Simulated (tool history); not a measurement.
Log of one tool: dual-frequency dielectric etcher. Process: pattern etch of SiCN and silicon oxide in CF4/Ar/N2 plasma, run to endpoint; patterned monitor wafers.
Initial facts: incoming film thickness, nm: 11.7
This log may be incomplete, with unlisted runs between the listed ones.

{"run": 1, "day": 0.0, "source power (W)": 450, "bias power (W)": 89, "Ar flow (sccm)": 122, "CF4 flow (sccm)": 66, "endpoint time (s)": 12.858}
{"run": 2, "day": 0.188, "source power (W)": 520, "bias power (W)": 89, "Ar flow (sccm)": 122, "CF4 flow (sccm)": 66, "endpoint time (s)": 11.079}
{"run": 3, "day": 0.533, "source power (W)": 450, "bias power (W)": 88, "Ar flow (sccm)": 122, "CF4 flow (sccm)": 66, "endpoint time (s)": 13.073}
{"run": 4, "day": 0.888, "source power (W)": 410, "bias power (W)": 88, "Ar flow (sccm)": 122, "CF4 flow (sccm)": 66, "endpoint time (s)": 14.257}
{"run": 5, "day": 0.988, "source power (W)": 380, "bias power (W)": 88, "Ar flow (sccm)": 122, "CF4 flow (sccm)": 66, "endpoint time (s)": 15.552}
{"run": 6, "day": 1.138, "source power (W)": 380, "bias power (W)": 88, "Ar flow (sccm)": 104, "CF4 flow (sccm)": 66, "endpoint time (s)": 15.05}
{"run": 7, "day": 1.471, "source power (W)": 360, "bias power (W)": 88, "Ar flow (sccm)": 104, "CF4 flow (sccm)": 66, "endpoint time (s)": 15.975}
{"run": 8, "day": 1.675, "source power (W)": 360, "bias power (W)": 88, "Ar flow (sccm)": 104, "CF4 flow (sccm)": 66, "endpoint time (s)": 15.851}
{"run": 9, "day": 2.008, "source power (W)": 350, "bias power (W)": 88, "Ar flow (sccm)": 104, "CF4 flow (sccm)": 66, "endpoint time (s)": 16.333}

Run 10 has not been measured yet. What should we expect?
{"run": 10, "day": 2.358, "source power (W)": 340, "bias power (W)": 88, "Ar flow (sccm)": 104, "CF4 flow (sccm)": 66, "endpoint time (s)": "?"}

Run 10 produced endpoint time (s) 16.916.
